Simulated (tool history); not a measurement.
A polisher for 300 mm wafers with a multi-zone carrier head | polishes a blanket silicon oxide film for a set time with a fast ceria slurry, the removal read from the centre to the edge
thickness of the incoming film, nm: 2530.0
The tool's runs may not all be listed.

run,hour,flow of slurry (ml/min),pressure of the head's centre zone,pressure of the head's middle zone,pressure of the head's edge zone,polishing time (s),film removed at the wafer's centre (angstrom),film removed at mid-radius (angstrom),film removed at the wafer's edge (angstrom)
1,0.0,175,1.00,1.00,1.00,47,5347.2,5393.1,5443.7
2,8.5,175,0.95,1.00,1.00,47,4864.5,5330.7,5217.8
3,15.8,135,0.95,1.00,1.00,47,4758.8,5210.3,5187.3
4,24.4,140,0.95,0.99,0.97,46,4667.2,4971.9,5006.9
5,33.2,140,0.95,0.99,0.97,56,5726.3,6067.2,6169.3
6,34.8,170,0.95,0.99,0.97,56,5900.3,6196.0,6226.8
7,41.1,180,0.95,0.99,0.94,53,5611.6,5866.4,6005.9
8,46.9,180,0.95,0.99,0.94,53,5658.9,5989.1,5869.6
9,55.3,185,0.95,0.98,0.92,51,5451.4,5760.9,5641.1
10,61.0,185,0.95,0.97,0.90,49,5297.2,5463.1,5319.4
11,65.9,180,0.94,0.96,0.88,48,5072.6,5227.8,5134.3

Run 12 comes next. What will it give?
12,66.7,175,0.94,0.96,0.86,47,?,?,?

film removed at the wafer's centre (angstrom): 4963.0
film removed at mid-radius (angstrom): 5061.9
film removed at the wafer's edge (angstrom): 4963.9

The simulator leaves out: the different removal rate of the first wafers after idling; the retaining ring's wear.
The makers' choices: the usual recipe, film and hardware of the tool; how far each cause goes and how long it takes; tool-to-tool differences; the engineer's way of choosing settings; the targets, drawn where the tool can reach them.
